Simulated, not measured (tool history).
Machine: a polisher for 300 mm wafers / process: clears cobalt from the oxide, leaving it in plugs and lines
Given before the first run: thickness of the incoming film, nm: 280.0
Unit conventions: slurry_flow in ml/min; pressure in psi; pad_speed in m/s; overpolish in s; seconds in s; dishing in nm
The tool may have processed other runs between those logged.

run 1 day=0.000 | slurry_flow=205 pressure=2.2 pad_speed=1.26 overpolish=27 | seconds=46.194 dishing=61.427
run 2 day=0.258 | slurry_flow=205 pressure=2.0 pad_speed=1.24 overpolish=24 | seconds=50.345 dishing=57.868
run 3 day=0.304 | slurry_flow=205 pressure=1.8 pad_speed=1.20 overpolish=22 | seconds=57.453 dishing=52.144
run 4 day=0.517 | slurry_flow=245 pressure=1.8 pad_speed=1.20 overpolish=22 | seconds=56.016 dishing=52.711
run 5 day=0.558 | slurry_flow=245 pressure=1.6 pad_speed=1.18 overpolish=22 | seconds=62.505 dishing=50.114
run 6 day=0.596 | slurry_flow=245 pressure=1.5 pad_speed=1.18 overpolish=22 | seconds=65.071 dishing=49.149
run 7 day=0.867 | slurry_flow=245 pressure=1.4 pad_speed=1.16 overpolish=22 | seconds=69.255 dishing=46.500
run 8 day=1.142 | slurry_flow=245 pressure=1.3 pad_speed=1.16 overpolish=23 | seconds=74.223 dishing=46.578

Run 9, settings as shown, results not yet in. Your forecast:
run 9 day=1.279 | slurry_flow=240 pressure=1.3 pad_speed=1.16 overpolish=23 | seconds=? dishing=?

Run 9 produced seconds 72.963 s, dishing 46.638 nm.

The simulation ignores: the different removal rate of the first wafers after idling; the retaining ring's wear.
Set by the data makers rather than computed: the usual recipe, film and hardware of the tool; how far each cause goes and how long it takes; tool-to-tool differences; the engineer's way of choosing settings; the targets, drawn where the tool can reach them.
